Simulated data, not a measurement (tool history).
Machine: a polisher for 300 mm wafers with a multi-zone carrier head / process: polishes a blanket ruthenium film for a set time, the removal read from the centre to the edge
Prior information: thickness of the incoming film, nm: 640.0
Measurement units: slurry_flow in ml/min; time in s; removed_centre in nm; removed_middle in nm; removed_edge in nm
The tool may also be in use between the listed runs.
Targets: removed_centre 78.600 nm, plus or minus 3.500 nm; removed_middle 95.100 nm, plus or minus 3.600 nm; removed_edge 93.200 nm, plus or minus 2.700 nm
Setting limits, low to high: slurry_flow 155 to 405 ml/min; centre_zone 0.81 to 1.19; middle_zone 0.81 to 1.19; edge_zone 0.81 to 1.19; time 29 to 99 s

| run | hour | slurry_flow | centre_zone | middle_zone | edge_zone | time | removed_centre | removed_middle | removed_edge |
|---|---|---|---|---|---|---|---|---|---|
| 1 | 0.0 | 260 | 1.00 | 1.00 | 1.00 | 64 | 63.628 | 64.169 | 65.137 |
| 2 | 1.5 | 260 | 1.00 | 0.95 | 1.00 | 64 | 64.600 | 59.654 | 65.339 |
| 3 | 7.2 | 260 | 0.99 | 0.97 | 1.02 | 66 | 64.127 | 63.723 | 68.719 |
| 4 | 12.1 | 265 | 1.00 | 0.99 | 1.04 | 67 | 65.615 | 65.673 | 69.527 |
| 5 | 20.3 | 265 | 1.00 | 0.99 | 1.04 | 53 | 52.353 | 52.423 | 55.835 |
| 6 | 25.0 | 320 | 1.00 | 0.99 | 1.04 | 53 | 53.542 | 53.166 | 55.840 |
| 7 | 29.6 | 320 | 1.00 | 1.00 | 1.05 | 56 | 57.062 | 56.520 | 59.495 |
| 8 | 36.0 | 315 | 0.99 | 1.01 | 1.06 | 59 | 58.993 | 60.741 | 63.075 |
| 9 | 41.8 | 315 | 0.99 | 1.02 | 1.07 | 61 | 62.535 | 63.556 | 65.517 |
| 10 | 48.7 | 315 | 0.98 | 1.03 | 1.08 | 63 | 62.560 | 64.951 | 67.438 |
| 11 | 50.7 | 310 | 0.97 | 1.04 | 1.08 | 65 | 63.381 | 67.378 | 69.821 |
| 12 | 53.0 | 305 | 0.97 | 1.05 | 1.09 | 67 | 66.654 | 69.061 | 73.321 |
| 13 | 61.1 | 310 | 0.96 | 1.07 | 1.09 | 69 | 67.190 | 71.362 | 74.753 |
| 14 | 62.5 | 315 | 0.95 | 1.08 | 1.09 | 71 | 68.363 | 75.879 | 76.358 |
| 15 | 69.0 | 315 | 0.95 | 1.09 | 1.10 | 72 | 68.860 | 76.521 | 77.240 |
| 16 | 73.3 | 315 | 0.95 | 1.10 | 1.11 | 73 | 69.070 | 79.206 | 80.446 |
| 17 | 78.6 | 315 | 0.95 | 1.11 | 1.11 | 74 | 72.727 | 81.556 | 80.861 |
| 18 | 87.2 | 315 | 0.95 | 1.12 | 1.12 | 75 | 71.729 | 83.254 | 82.515 |
| 19 | 96.0 | 315 | 0.95 | 1.12 | 1.13 | 76 | 72.528 | 84.454 | 84.026 |
| 20 | 101.6 | 315 | 0.95 | 1.12 | 1.14 | 77 | 74.727 | 86.534 | 84.540 |
| 21 | 108.5 | 315 | 0.95 | 1.12 | 1.14 | 78 | 74.291 | 85.016 | 85.245 |
| 22 | 112.3 | 315 | 0.95 | 1.12 | 1.14 | 79 | 77.792 | 86.297 | 86.324 |
| 23 | 120.0 | 315 | 0.95 | 1.12 | 1.14 | 79 | 76.310 | 88.848 | 86.701 |

Consider the 5 candidate settings below. Which is the only one whose results all fall within their allowed miss of target?
| A | 127.7 | 300 | 1.02 | 1.14 | 1.11 | 86 | ? | ? | ? |
| B | 127.7 | 350 | 0.90 | 1.00 | 1.13 | 84 | ? | ? | ? |
| C | 127.7 | 265 | 0.92 | 1.15 | 1.15 | 85 | ? | ? | ? |
| D | 127.7 | 290 | 1.00 | 1.13 | 1.12 | 81 | ? | ? | ? |
| E | 127.7 | 325 | 0.90 | 1.02 | 1.15 | 84 | ? | ? | ? |

| move | removed_centre | removed_middle | removed_edge |
|---|---|---|---|
| A | 87.490 | 95.175 | 92.832 |
| B | 76.485 | 84.415 | 92.713 |
| C | 76.748 | 93.518 | 92.440 |
| D | 80.449 | 88.654 | 87.606 |
| E | 75.928 | 85.262 | 93.045 |
A: brings the last run's worst result on target, with another outside its allowed miss
B: brings the last run's worst result on target, with another outside its allowed miss
C: meets every target
D: closer than the last run, but not yet in spec
E: brings the last run's worst result on target, with another outside its allowed miss
Go with C: it meets all targets.
